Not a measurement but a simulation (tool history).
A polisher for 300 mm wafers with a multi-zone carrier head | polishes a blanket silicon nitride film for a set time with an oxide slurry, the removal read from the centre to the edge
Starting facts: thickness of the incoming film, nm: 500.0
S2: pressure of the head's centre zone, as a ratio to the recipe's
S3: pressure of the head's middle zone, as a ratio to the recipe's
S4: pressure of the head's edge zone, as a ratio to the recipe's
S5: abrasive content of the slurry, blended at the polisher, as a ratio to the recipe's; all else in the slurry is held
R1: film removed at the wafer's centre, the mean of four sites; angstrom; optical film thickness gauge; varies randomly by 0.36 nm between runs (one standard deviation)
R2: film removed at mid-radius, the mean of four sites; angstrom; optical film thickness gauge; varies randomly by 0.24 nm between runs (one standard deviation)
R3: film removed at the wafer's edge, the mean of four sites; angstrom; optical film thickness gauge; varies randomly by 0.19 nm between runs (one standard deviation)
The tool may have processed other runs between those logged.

run 1 day=0 | flow_of_slurry_(ml/min)=240 S2=1 S3=1 S4=1 S5=1 polishing_time_(s)=44 | R1=343.21 R2=347.73 R3=347.94
run 2 day=0.288 | flow_of_slurry_(ml/min)=235 S2=1 S3=0.97 S4=0.96 S5=0.9 polishing_time_(s)=44 | R1=330.27 R2=326.9 R3=326.27
run 3 day=0.329 | flow_of_slurry_(ml/min)=230 S2=1 S3=0.93 S4=0.93 S5=0.8 polishing_time_(s)=44 | R1=322.28 R2=296.04 R3=307.78
run 4 day=0.358 | flow_of_slurry_(ml/min)=275 S2=1 S3=0.93 S4=0.93 S5=0.8 polishing_time_(s)=44 | R1=321.56 R2=304.86 R3=307.41
run 5 day=0.608 | flow_of_slurry_(ml/min)=275 S2=0.99 S3=0.91 S4=0.91 S5=0.75 polishing_time_(s)=44 | R1=314.01 R2=293.5 R3=302.25
run 6 day=0.792 | flow_of_slurry_(ml/min)=270 S2=0.99 S3=0.9 S4=0.89 S5=0.7 polishing_time_(s)=44 | R1=306.03 R2=283.41 R3=291.73
run 7 day=1.125 | flow_of_slurry_(ml/min)=265 S2=0.99 S3=0.89 S4=0.87 S5=0.65 polishing_time_(s)=44 | R1=297.43 R2=274.08 R3=276.73

Run 8 is up next; what results do you expect?
run 8 day=1.312 | flow_of_slurry_(ml/min)=255 S2=0.98 S3=0.88 S4=0.86 S5=0.65 polishing_time_(s)=44 | R1=? R2=? R3=?

For run 8 the tool returned R1 296.9 angstrom, R2 270.86 angstrom, R3 277.81 angstrom.
